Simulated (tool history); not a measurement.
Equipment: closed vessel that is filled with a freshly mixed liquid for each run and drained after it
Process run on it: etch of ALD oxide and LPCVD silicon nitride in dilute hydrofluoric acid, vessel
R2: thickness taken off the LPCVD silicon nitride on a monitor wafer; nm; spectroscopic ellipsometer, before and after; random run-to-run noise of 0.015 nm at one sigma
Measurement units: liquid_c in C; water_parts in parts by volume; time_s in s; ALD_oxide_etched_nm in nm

{"run": 1, "hour": 0.0, "liquid_c": 20.0, "water_parts": 210, "time_s": 180, "ALD_oxide_etched_nm": 13.685, "R2": 0.36105}
{"run": 2, "hour": 7.8, "liquid_c": 20.0, "water_parts": 210, "time_s": 220, "ALD_oxide_etched_nm": 16.84, "R2": 0.37733}
{"run": 3, "hour": 11.5, "liquid_c": 20.5, "water_parts": 245, "time_s": 215, "ALD_oxide_etched_nm": 13.843, "R2": 0.32554}
{"run": 4, "hour": 19.4, "liquid_c": 20.5, "water_parts": 245, "time_s": 180, "ALD_oxide_etched_nm": 11.549, "R2": 0.29533}
{"run": 5, "hour": 22.2, "liquid_c": 20.5, "water_parts": 185, "time_s": 180, "ALD_oxide_etched_nm": 16.176, "R2": 0.36665}
{"run": 6, "hour": 23.4, "liquid_c": 19.5, "water_parts": 215, "time_s": 180, "ALD_oxide_etched_nm": 12.936, "R2": 0.31454}
{"run": 7, "hour": 28.3, "liquid_c": 19.0, "water_parts": 235, "time_s": 180, "ALD_oxide_etched_nm": 11.519, "R2": 0.27659}

Estimate the outcome of run 8 from the log above:
{"run": 8, "hour": 37.6, "liquid_c": 19.5, "water_parts": 255, "time_s": 180, "ALD_oxide_etched_nm": "?", "R2": "?"}

Run 8 produced ALD_oxide_etched_nm 10.658 nm, R2 0.26924 nm.

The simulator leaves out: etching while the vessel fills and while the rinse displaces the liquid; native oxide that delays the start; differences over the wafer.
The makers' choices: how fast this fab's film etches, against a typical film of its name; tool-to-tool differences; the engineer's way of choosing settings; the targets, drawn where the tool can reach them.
